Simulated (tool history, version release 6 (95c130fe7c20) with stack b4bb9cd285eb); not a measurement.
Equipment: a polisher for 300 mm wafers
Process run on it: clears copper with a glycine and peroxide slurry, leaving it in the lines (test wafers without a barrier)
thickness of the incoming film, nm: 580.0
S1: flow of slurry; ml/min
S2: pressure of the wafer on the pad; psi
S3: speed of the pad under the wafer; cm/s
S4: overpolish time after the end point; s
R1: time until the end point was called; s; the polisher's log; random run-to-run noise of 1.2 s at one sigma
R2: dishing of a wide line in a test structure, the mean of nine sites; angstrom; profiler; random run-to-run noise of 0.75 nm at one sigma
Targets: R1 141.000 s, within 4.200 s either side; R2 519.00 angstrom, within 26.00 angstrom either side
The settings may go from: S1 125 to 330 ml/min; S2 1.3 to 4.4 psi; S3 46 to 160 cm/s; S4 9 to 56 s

run 1 day=0.000 | S1=210 S2=2.8 S3=102 S4=29 | R1=109.000 R2=626.43
run 2 day=0.192 | S1=210 S2=3.4 S3=102 S4=29 | R1=93.170 R2=658.40
run 3 day=0.425 | S1=245 S2=3.4 S3=102 S4=29 | R1=90.706 R2=674.43
run 4 day=0.496 | S1=235 S2=3.0 S3=102 S4=27 | R1=102.520 R2=631.49
run 5 day=0.758 | S1=195 S2=3.0 S3=102 S4=27 | R1=106.780 R2=618.20
run 6 day=1.108 | S1=185 S2=2.8 S3=102 S4=25 | R1=113.910 R2=574.84
run 7 day=1.254 | S1=175 S2=2.6 S3=102 S4=25 | R1=121.410 R2=565.62
-- day=1.612 slurry nozzle cleaned
run 8 day=1.612 | S1=170 S2=2.5 S3=102 S4=24 | R1=119.500 R2=557.70
run 9 day=1.821 | S1=165 S2=2.3 S3=102 S4=24 | R1=128.230 R2=540.79
run 10 day=1.858 | S1=160 S2=2.2 S3=102 S4=24 | R1=133.640 R2=539.50
run 11 day=1.954 | S1=155 S2=2.2 S3=102 S4=24 | R1=134.200 R2=526.38
run 12 day=2.325 | S1=150 S2=2.2 S3=102 S4=24 | R1=133.230 R2=529.83

Next run, 5 choices. One meets every target within its allowed miss, the rest don't. Which?
run A day=2.696 | S1=175 S2=1.5 S3=158 S4=25 | R1=? R2=?
run B day=2.696 | S1=160 S2=2.1 S3=100 S4=32 | R1=? R2=?
run C day=2.696 | S1=125 S2=2.5 S3=102 S4=25 | R1=? R2=?
run D day=2.696 | S1=215 S2=2.0 S3=96 S4=25 | R1=? R2=?
run E day=2.696 | S1=145 S2=1.9 S3=102 S4=26 | R1=? R2=?

move=A R1=130.840 R2=522.85
move=B R1=141.110 R2=593.34
move=C R1=127.960 R2=557.20
move=D R1=143.620 R2=525.57
move=E R1=153.450 R2=515.27
A: lands further from the targets than the last run did
B: meets the target for the result that was furthest off, but another lies outside its allowed miss
C: lands further from the targets than the last run did
D: each result inside its tolerance
E: carries the result that was furthest off beyond its target, to the other side
Correct choice: D, which meets every target
